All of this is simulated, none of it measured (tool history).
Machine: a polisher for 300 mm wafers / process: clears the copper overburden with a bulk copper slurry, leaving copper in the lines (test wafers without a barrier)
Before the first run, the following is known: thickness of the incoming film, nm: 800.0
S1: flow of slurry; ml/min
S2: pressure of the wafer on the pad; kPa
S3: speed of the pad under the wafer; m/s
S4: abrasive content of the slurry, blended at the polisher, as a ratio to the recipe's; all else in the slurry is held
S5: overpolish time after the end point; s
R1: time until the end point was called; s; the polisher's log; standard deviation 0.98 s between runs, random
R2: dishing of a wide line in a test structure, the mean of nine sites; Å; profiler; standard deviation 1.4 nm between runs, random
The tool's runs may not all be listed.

Run 1, hour 0.0: S1 310 ml/min, S2 20.7 kPa, S3 1.16 m/s, S4 1.00, S5 28 s. Result: R1 84.364 s, R2 1037.20 Å.
Run 2, hour 1.7: S1 315 ml/min, S2 19.3 kPa, S3 1.28 m/s, S4 1.00, S5 24 s. Result: R1 81.803 s, R2 958.99 Å.
Run 3, hour 4.2: S1 375 ml/min, S2 19.3 kPa, S3 1.28 m/s, S4 1.00, S5 24 s. Result: R1 80.297 s, R2 951.12 Å.
Run 4, hour 7.4: S1 325 ml/min, S2 19.3 kPa, S3 1.28 m/s, S4 1.00, S5 24 s. Result: R1 83.153 s, R2 976.85 Å.
At hour 14.5: slurry blender recalibrated.
Run 5, hour 14.5: S1 385 ml/min, S2 19.3 kPa, S3 1.28 m/s, S4 1.00, S5 24 s. Result: R1 71.529 s, R2 1049.70 Å.
Run 6, hour 16.1: S1 385 ml/min, S2 19.3 kPa, S3 1.28 m/s, S4 0.90, S5 24 s. Result: R1 72.629 s, R2 1028.20 Å.
Run 7, hour 21.9: S1 385 ml/min, S2 18.6 kPa, S3 1.38 m/s, S4 1.00, S5 21 s. Result: R1 70.805 s, R2 954.44 Å.
Run 8, hour 27.9: S1 380 ml/min, S2 18.6 kPa, S3 1.42 m/s, S4 1.05, S5 18 s. Result: R1 68.003 s, R2 924.20 Å.
Run 9, hour 31.7: S1 370 ml/min, S2 17.9 kPa, S3 1.46 m/s, S4 1.10, S5 16 s. Result: R1 69.040 s, R2 858.53 Å.

Run 10 comes next. What will it give?
Run 10, hour 33.0: S1 365 ml/min, S2 17.9 kPa, S3 1.48 m/s, S4 1.10, S5 14 s. Result: R1 ?, R2 ?.

R1: 68.400 s
R2: 815.56 Å
